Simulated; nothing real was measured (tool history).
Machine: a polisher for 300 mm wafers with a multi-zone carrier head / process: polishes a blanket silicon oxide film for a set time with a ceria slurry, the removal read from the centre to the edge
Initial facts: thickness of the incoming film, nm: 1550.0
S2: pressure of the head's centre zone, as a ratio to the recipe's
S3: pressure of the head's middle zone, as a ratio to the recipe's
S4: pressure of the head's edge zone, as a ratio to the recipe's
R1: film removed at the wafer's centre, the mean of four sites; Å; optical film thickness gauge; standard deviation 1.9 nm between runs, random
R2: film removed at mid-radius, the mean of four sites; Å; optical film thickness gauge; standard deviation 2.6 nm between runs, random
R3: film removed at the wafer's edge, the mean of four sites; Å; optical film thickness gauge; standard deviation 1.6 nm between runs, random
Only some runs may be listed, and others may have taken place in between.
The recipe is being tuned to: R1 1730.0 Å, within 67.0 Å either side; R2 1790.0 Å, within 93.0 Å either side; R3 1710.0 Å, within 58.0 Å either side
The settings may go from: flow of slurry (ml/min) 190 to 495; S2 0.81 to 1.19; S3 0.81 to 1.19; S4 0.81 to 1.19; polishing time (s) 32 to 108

Run 1, hour 0.0: flow of slurry (ml/min) 320, S2 1.00, S3 1.00, S4 1.00, polishing time (s) 70. Result: R1 2210.4 Å, R2 2153.5 Å, R3 2117.3 Å.
Run 2, hour 6.9: flow of slurry (ml/min) 320, S2 1.00, S3 1.00, S4 1.00, polishing time (s) 76. Result: R1 2368.2 Å, R2 2314.9 Å, R3 2333.8 Å.
Run 3, hour 10.9: flow of slurry (ml/min) 320, S2 1.00, S3 1.00, S4 1.00, polishing time (s) 93. Result: R1 2902.5 Å, R2 2721.6 Å, R3 2804.9 Å.
Run 4, hour 17.5: flow of slurry (ml/min) 320, S2 1.00, S3 0.93, S4 1.00, polishing time (s) 93. Result: R1 2907.2 Å, R2 2657.7 Å, R3 2820.1 Å.
Run 5, hour 19.5: flow of slurry (ml/min) 320, S2 1.00, S3 0.93, S4 1.08, polishing time (s) 93. Result: R1 2850.8 Å, R2 2716.5 Å, R3 2961.3 Å.
Run 6, hour 26.4: flow of slurry (ml/min) 320, S2 1.00, S3 0.93, S4 1.12, polishing time (s) 93. Result: R1 2899.5 Å, R2 2711.6 Å, R3 3007.5 Å.
At hour 32.6: slurry nozzle cleaned.
Run 7, hour 32.6: flow of slurry (ml/min) 325, S2 1.02, S3 1.02, S4 1.02, polishing time (s) 74. Result: R1 2448.0 Å, R2 2329.1 Å, R3 2279.6 Å.
Run 8, hour 38.8: flow of slurry (ml/min) 325, S2 0.92, S3 0.99, S4 0.92, polishing time (s) 55. Result: R1 1628.5 Å, R2 1660.9 Å, R3 1653.2 Å.
Run 9, hour 43.8: flow of slurry (ml/min) 330, S2 0.93, S3 1.00, S4 0.93, polishing time (s) 55. Result: R1 1641.0 Å, R2 1708.6 Å, R3 1647.2 Å.
Run 10, hour 46.6: flow of slurry (ml/min) 330, S2 0.93, S3 1.00, S4 0.93, polishing time (s) 55. Result: R1 1672.4 Å, R2 1683.1 Å, R3 1655.8 Å.
Run 11, hour 47.7: flow of slurry (ml/min) 330, S2 0.93, S3 1.01, S4 0.94, polishing time (s) 55. Result: R1 1636.0 Å, R2 1654.7 Å, R3 1650.5 Å.

Which one of the following 5 next-run settings gets every result inside its allowed miss? There is exactly one.
Run A, hour 48.8: flow of slurry (ml/min) 350, S2 0.88, S3 0.93, S4 1.01, polishing time (s) 61. Result: R1 ?, R2 ?, R3 ?.
Run B, hour 48.8: flow of slurry (ml/min) 335, S2 0.99, S3 1.04, S4 0.90, polishing time (s) 52. Result: R1 ?, R2 ?, R3 ?.
Run C, hour 48.8: flow of slurry (ml/min) 265, S2 0.88, S3 1.08, S4 0.86, polishing time (s) 56. Result: R1 ?, R2 ?, R3 ?.
Run D, hour 48.8: flow of slurry (ml/min) 265, S2 0.83, S3 1.06, S4 0.91, polishing time (s) 58. Result: R1 ?, R2 ?, R3 ?.
Run E, hour 48.8: flow of slurry (ml/min) 300, S2 0.97, S3 1.06, S4 0.99, polishing time (s) 56. Result: R1 ?, R2 ?, R3 ?.

move      R1      R2      R3
   A  1722.0  1835.2  1891.5
   B  1646.7  1685.4  1520.5
   C  1531.2  1819.3  1572.4
   D  1494.8  1859.3  1671.4
   E  1716.2  1819.7  1697.5
A: the worst result of the last run now meets its target, but another is out of spec
B: further off than the last run
C: the worst result of the last run now meets its target, but another is out of spec
D: the worst result of the last run now meets its target, but another is out of spec
E: all results in spec
Correct choice: E, which meets every target
